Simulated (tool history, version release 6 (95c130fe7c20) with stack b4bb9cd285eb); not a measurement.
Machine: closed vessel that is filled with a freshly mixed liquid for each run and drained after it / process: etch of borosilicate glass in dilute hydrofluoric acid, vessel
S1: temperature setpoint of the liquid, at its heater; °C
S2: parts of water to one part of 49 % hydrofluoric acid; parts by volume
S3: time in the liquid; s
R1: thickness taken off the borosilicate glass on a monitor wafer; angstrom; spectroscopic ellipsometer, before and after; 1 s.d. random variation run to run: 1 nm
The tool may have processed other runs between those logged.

Run 1, hour 0.0: S1 20.0 °C, S2 195 parts by volume, S3 365 s. Result: R1 596.40 angstrom.
Run 2, hour 4.6: S1 21.0 °C, S2 175 parts by volume, S3 365 s. Result: R1 710.43 angstrom.
Run 3, hour 12.3: S1 22.0 °C, S2 160 parts by volume, S3 365 s. Result: R1 810.68 angstrom.
Run 4, hour 17.6: S1 23.0 °C, S2 145 parts by volume, S3 365 s. Result: R1 952.03 angstrom.
Run 5, hour 21.5: S1 23.5 °C, S2 135 parts by volume, S3 365 s. Result: R1 1049.30 angstrom.
Run 6, hour 24.8: S1 24.0 °C, S2 125 parts by volume, S3 365 s. Result: R1 1163.10 angstrom.
Run 7, hour 26.0: S1 24.5 °C, S2 120 parts by volume, S3 365 s. Result: R1 1242.60 angstrom.
Run 8, hour 28.9: S1 25.0 °C, S2 115 parts by volume, S3 365 s. Result: R1 1333.00 angstrom.
Run 9, hour 33.8: S1 25.5 °C, S2 110 parts by volume, S3 365 s. Result: R1 1436.20 angstrom.
Run 10, hour 41.4: S1 26.0 °C, S2 110 parts by volume, S3 365 s. Result: R1 1469.00 angstrom.
Run 11, hour 47.3: S1 26.5 °C, S2 105 parts by volume, S3 365 s. Result: R1 1584.60 angstrom.
Run 12, hour 51.3: S1 28.0 °C, S2 85 parts by volume, S3 365 s. Result: R1 2104.40 angstrom.

Estimate the outcome of run 13 from the log above:
Run 13, hour 56.3: S1 27.0 °C, S2 85 parts by volume, S3 365 s. Result: R1 ?.

{"run 13": {"R1": 2020.5}}
